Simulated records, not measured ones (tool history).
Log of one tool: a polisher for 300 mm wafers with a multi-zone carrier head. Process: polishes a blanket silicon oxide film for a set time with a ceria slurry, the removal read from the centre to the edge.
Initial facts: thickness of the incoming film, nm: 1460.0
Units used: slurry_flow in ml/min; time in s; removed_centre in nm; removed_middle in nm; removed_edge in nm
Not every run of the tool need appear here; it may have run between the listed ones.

{"run": 1, "hour": 0.0, "slurry_flow": 210, "centre_zone": 1.0, "middle_zone": 1.0, "edge_zone": 1.0, "time": 47, "removed_centre": 167.82, "removed_middle": 172.58, "removed_edge": 168.06}
{"run": 2, "hour": 7.4, "slurry_flow": 210, "centre_zone": 1.0, "middle_zone": 1.04, "edge_zone": 1.0, "time": 47, "removed_centre": 165.7, "removed_middle": 178.96, "removed_edge": 167.91}
{"run": 3, "hour": 14.9, "slurry_flow": 205, "centre_zone": 1.01, "middle_zone": 1.04, "edge_zone": 0.96, "time": 42, "removed_centre": 151.16, "removed_middle": 159.17, "removed_edge": 147.75}
{"run": 4, "hour": 18.0, "slurry_flow": 200, "centre_zone": 1.02, "middle_zone": 1.05, "edge_zone": 0.93, "time": 38, "removed_centre": 135.4, "removed_middle": 142.59, "removed_edge": 131.11}
{"run": 5, "hour": 21.3, "slurry_flow": 200, "centre_zone": 1.02, "middle_zone": 1.05, "edge_zone": 0.88, "time": 38, "removed_centre": 136.74, "removed_middle": 143.96, "removed_edge": 128.34}
{"run": 6, "hour": 23.1, "slurry_flow": 175, "centre_zone": 1.02, "middle_zone": 1.05, "edge_zone": 0.88, "time": 38, "removed_centre": 130.99, "removed_middle": 140.98, "removed_edge": 124.89}
{"run": 7, "hour": 27.1, "slurry_flow": 165, "centre_zone": 1.04, "middle_zone": 1.05, "edge_zone": 0.87, "time": 35, "removed_centre": 125.85, "removed_middle": 128.87, "removed_edge": 113.75}

For run 8, what comes out?
{"run": 8, "hour": 35.4, "slurry_flow": 150, "centre_zone": 1.04, "middle_zone": 1.06, "edge_zone": 0.81, "time": 23, "removed_centre": "?", "removed_middle": "?", "removed_edge": "?"}

Run 8 came out at removed_centre 80.651 nm, removed_middle 82.573 nm, removed_edge 70.869 nm.

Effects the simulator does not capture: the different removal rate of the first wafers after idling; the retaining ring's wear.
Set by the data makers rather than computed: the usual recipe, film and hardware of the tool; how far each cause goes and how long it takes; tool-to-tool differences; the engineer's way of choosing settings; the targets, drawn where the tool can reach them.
